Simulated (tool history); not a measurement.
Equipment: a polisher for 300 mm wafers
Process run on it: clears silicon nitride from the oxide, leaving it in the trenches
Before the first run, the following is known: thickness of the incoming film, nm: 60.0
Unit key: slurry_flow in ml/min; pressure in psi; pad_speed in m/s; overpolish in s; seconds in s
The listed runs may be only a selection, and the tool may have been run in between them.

run 1 day=0 | slurry_flow=250 pressure=2.3 pad_speed=1.12 overpolish=8 | seconds=101.19
run 2 day=0.054 | slurry_flow=250 pressure=2.7 pad_speed=1.12 overpolish=8 | seconds=88.674
run 3 day=0.2 | slurry_flow=250 pressure=3.1 pad_speed=1.12 overpolish=8 | seconds=80.599
run 4 day=0.325 | slurry_flow=245 pressure=2.5 pad_speed=0.96 overpolish=8 | seconds=110.98
run 5 day=0.442 | slurry_flow=240 pressure=2.1 pad_speed=0.86 overpolish=8 | seconds=138.62
run 6 day=0.6 | slurry_flow=240 pressure=2.1 pad_speed=0.64 overpolish=8 | seconds=185.98
run 7 day=0.796 | slurry_flow=240 pressure=1.9 pad_speed=0.64 overpolish=8 | seconds=197.68

For run 8, what comes out?
run 8 day=0.838 | slurry_flow=235 pressure=1.3 pad_speed=0.62 overpolish=8 | seconds=?

{"run 8": {"seconds": 271.82}}
